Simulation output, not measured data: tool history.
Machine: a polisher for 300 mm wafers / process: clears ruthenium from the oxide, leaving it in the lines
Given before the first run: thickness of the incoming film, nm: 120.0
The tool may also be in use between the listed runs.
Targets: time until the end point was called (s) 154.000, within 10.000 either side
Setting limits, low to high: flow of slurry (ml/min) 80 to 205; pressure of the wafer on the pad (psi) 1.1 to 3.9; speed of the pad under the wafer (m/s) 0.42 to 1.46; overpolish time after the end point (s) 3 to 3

run	hour	flow of slurry (ml/min)	pressure of the wafer on the pad (psi)	speed of the pad under the wafer (m/s)	overpolish time after the end point (s)	time until the end point was called (s)
1	0.0	135	2.5	0.94	3	83.912
2	0.7	135	2.1	0.94	3	98.313
3	2.8	135	2.1	0.78	3	106.070
4	9.3	135	1.9	0.76	3	124.130
5	14.2	135	1.9	0.94	3	107.710
6	18.8	135	1.8	0.94	3	113.110
7	21.1	135	1.7	0.94	3	120.920
8	27.8	135	1.6	0.94	3	129.880

Pick the move, out of 4, that brings all results within their allowed miss; only one does.
A	34.5	120	1.6	0.52	3	?
B	34.5	155	1.4	0.82	3	?
C	34.5	155	1.2	0.86	3	?
D	34.5	140	1.6	0.94	3	?

move	time until the end point was called (s)
A	181.550
B	150.510
C	168.510
D	121.990
A: pushes the last run's worst result past its target
B: meets every target
C: pushes the last run's worst result past its target
D: the biggest miss grows against the last run
So the answer is move B, the one that meets all the targets.
